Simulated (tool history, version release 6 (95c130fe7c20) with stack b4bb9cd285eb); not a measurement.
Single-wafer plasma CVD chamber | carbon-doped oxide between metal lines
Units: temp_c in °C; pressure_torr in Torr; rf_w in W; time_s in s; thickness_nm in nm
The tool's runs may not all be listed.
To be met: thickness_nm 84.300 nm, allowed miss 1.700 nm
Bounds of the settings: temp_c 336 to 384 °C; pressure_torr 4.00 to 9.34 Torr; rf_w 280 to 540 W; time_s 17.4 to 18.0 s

run 1 hour=0.0 | temp_c=360 pressure_torr=6.67 rf_w=410 time_s=17.4 | thickness_nm=74.087
run 2 hour=5.1 | temp_c=358 pressure_torr=6.85 rf_w=425 time_s=17.4 | thickness_nm=76.583
run 3 hour=6.2 | temp_c=349 pressure_torr=6.85 rf_w=425 time_s=17.4 | thickness_nm=78.941
run 4 hour=8.5 | temp_c=347 pressure_torr=6.95 rf_w=430 time_s=17.4 | thickness_nm=79.688
run 5 hour=13.9 | temp_c=346 pressure_torr=7.01 rf_w=440 time_s=17.4 | thickness_nm=81.271
run 6 hour=15.8 | temp_c=346 pressure_torr=7.01 rf_w=415 time_s=17.4 | thickness_nm=77.391
run 7 hour=20.9 | temp_c=345 pressure_torr=7.03 rf_w=425 time_s=17.4 | thickness_nm=80.203
run 8 hour=27.1 | temp_c=344 pressure_torr=7.14 rf_w=430 time_s=17.4 | thickness_nm=80.450
run 9 hour=28.2 | temp_c=343 pressure_torr=7.16 rf_w=435 time_s=17.4 | thickness_nm=81.070
run 10 hour=35.5 | temp_c=343 pressure_torr=7.16 rf_w=435 time_s=17.4 | thickness_nm=81.272
run 11 hour=43.2 | temp_c=342 pressure_torr=7.17 rf_w=440 time_s=17.4 | thickness_nm=82.617

Which of these 4 next moves meets every target?
run A hour=50.9 | temp_c=338 pressure_torr=7.62 rf_w=420 time_s=17.4 | thickness_nm=?
run B hour=50.9 | temp_c=336 pressure_torr=6.99 rf_w=470 time_s=17.5 | thickness_nm=?
run C hour=50.9 | temp_c=336 pressure_torr=7.15 rf_w=440 time_s=17.5 | thickness_nm=?
run D hour=50.9 | temp_c=342 pressure_torr=7.02 rf_w=420 time_s=17.6 | thickness_nm=?

move=A thickness_nm=80.304
move=B thickness_nm=87.736
move=C thickness_nm=83.870
move=D thickness_nm=79.870
A: further off than the last run
B: takes the result that was furthest off past its target
C: meets every target
D: further off than the last run
The right move is C.

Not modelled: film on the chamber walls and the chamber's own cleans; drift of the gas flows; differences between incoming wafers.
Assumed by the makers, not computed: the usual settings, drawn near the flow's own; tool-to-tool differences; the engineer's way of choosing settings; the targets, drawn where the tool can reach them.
